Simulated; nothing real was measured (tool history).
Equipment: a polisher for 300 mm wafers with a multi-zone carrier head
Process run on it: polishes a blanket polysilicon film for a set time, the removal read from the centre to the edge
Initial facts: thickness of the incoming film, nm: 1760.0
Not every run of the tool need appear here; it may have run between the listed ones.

run,day,flow of slurry (ml/min),pressure of the head's centre zone,pressure of the head's middle zone,pressure of the head's edge zone,polishing time (s),film removed at the wafer's centre (Å),film removed at mid-radius (Å),film removed at the wafer's edge (Å)
1,0,200,1,1,1,33,4180.1,4128.2,4209.5
2,0.317,205,1.01,1.01,1.02,34,4464.8,4269.1,4502.1
3,0.421,210,1.01,1.03,1.02,35,4389.6,4483.8,4649.7
4,0.658,210,1.08,1.03,1.02,35,4720.2,4467.3,4531.1
5,0.717,215,1.09,1.04,1.03,36,5003.1,4628.3,4859.7
6,0.838,220,1.1,1.05,1.03,37,5079.4,4826.5,4934.6
7,0.921,225,1.11,1.06,1.03,38,5290.7,5042.8,5017.8

What will run 8 give?
8,1.254,230,1.12,1.1,1.13,48,?,?,?

film removed at the wafer's centre (Å): 6962
film removed at mid-radius (Å): 6525.8
film removed at the wafer's edge (Å): 6770
